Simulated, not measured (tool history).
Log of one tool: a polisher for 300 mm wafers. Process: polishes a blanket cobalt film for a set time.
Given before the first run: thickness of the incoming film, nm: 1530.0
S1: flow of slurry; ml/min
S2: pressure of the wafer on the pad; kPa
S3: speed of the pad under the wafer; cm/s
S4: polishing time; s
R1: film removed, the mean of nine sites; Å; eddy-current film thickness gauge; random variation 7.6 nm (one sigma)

run 1 day=0 | S1=295 S2=15.9 S3=82 S4=105 | R1=4444
run 2 day=0.175 | S1=335 S2=15.9 S3=82 S4=105 | R1=4589
run 3 day=0.262 | S1=345 S2=17.2 S3=82 S4=105 | R1=4953.3
run 4 day=0.333 | S1=350 S2=18.6 S3=82 S4=105 | R1=5241.5
run 5 day=0.475 | S1=295 S2=18.6 S3=82 S4=105 | R1=5202.8
run 6 day=0.504 | S1=295 S2=19.3 S3=84 S4=105 | R1=5520.1
run 7 day=0.567 | S1=295 S2=20 S3=86 S4=105 | R1=5795.1

What will run 8 give?
run 8 day=0.904 | S1=300 S2=20.7 S3=88 S4=105 | R1=?

{"run 8": {"R1": 6032.3}}
